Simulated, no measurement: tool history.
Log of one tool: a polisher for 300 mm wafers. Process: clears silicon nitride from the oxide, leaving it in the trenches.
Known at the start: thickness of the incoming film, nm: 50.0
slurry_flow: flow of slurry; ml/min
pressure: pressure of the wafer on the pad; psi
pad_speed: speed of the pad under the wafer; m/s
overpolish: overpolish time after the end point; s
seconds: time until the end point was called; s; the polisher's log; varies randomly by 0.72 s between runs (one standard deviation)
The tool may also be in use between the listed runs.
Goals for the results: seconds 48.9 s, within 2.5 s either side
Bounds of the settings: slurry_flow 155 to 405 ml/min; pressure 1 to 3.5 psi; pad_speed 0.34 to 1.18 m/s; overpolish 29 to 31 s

| run | hour | slurry_flow | pressure | pad_speed | overpolish | seconds |
|---|---|---|---|---|---|---|
| 1 | 0 | 260 | 2.2 | 0.76 | 29 | 81.363 |
| 2 | 7.1 | 285 | 2.2 | 0.76 | 29 | 78.828 |
| 3 | 10.1 | 290 | 2.5 | 0.76 | 29 | 71.866 |
| 4 | 11.6 | 290 | 2.8 | 0.78 | 29 | 64.597 |
| 5 | 18.1 | 290 | 3 | 0.8 | 29 | 60.924 |
| 6 | 23.9 | 290 | 3 | 0.8 | 29 | 61.266 |
| 7 | 31.3 | 295 | 3.1 | 0.82 | 29 | 56.842 |
| 8 | 33 | 295 | 3.2 | 0.82 | 29 | 57.004 |
| 9 | 36.4 | 295 | 3.3 | 0.84 | 29 | 53.372 |
| 10 | 42.1 | 295 | 3.4 | 0.84 | 29 | 53.6 |
| 11 | 44.8 | 300 | 3.4 | 0.86 | 29 | 51.868 |

Exactly one of the 5 candidate moves below puts every result within its allowed miss. Which one?
| A | 47.5 | 345 | 3.5 | 0.76 | 31 | ? |
| B | 47.5 | 310 | 3.2 | 0.86 | 31 | ? |
| C | 47.5 | 290 | 3.5 | 0.88 | 29 | ? |
| D | 47.5 | 245 | 3.5 | 0.8 | 30 | ? |
| E | 47.5 | 275 | 3.2 | 0.7 | 29 | ? |

| move | seconds |
|---|---|
| A | 56.563 |
| B | 54.789 |
| C | 50.462 |
| D | 55.799 |
| E | 66.282 |
A: moves away from the targets compared with the last run
B: moves away from the targets compared with the last run
C: in spec on every target
D: moves away from the targets compared with the last run
E: moves away from the targets compared with the last run
Answer: C

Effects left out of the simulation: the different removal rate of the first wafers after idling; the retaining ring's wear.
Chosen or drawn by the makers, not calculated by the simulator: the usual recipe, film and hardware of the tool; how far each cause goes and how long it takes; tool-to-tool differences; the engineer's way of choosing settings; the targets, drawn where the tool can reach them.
